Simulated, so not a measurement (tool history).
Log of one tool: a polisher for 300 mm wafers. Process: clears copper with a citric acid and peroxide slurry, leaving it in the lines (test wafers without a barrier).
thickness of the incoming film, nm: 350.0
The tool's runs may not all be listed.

run,hour,flow of slurry (ml/min),pressure of the wafer on the pad (psi),speed of the pad under the wafer (cm/s),abrasive content of the slurry,overpolish time after the end point (s),time until the end point was called (s),dishing of a wide line in a test structure (angstrom)
1,0.0,230,3.6,84,1.00,28,164.34,310.42
2,2.6,230,3.0,76,1.00,29,207.35,272.79
3,8.0,285,3.0,76,1.00,29,205.95,268.23
4,16.6,285,3.0,76,1.00,20,205.79,207.77
5,25.5,265,3.0,76,1.00,20,205.17,198.24
# hour 30.0: slurry nozzle cleaned
6,30.0,265,3.0,92,1.00,20,173.48,235.99

The next listed run, before its measurement:
7,33.1,260,2.6,80,0.95,24,?,?

Run 7 gave time until the end point was called (s) 216.28, dishing of a wide line in a test structure (angstrom) 220.63.
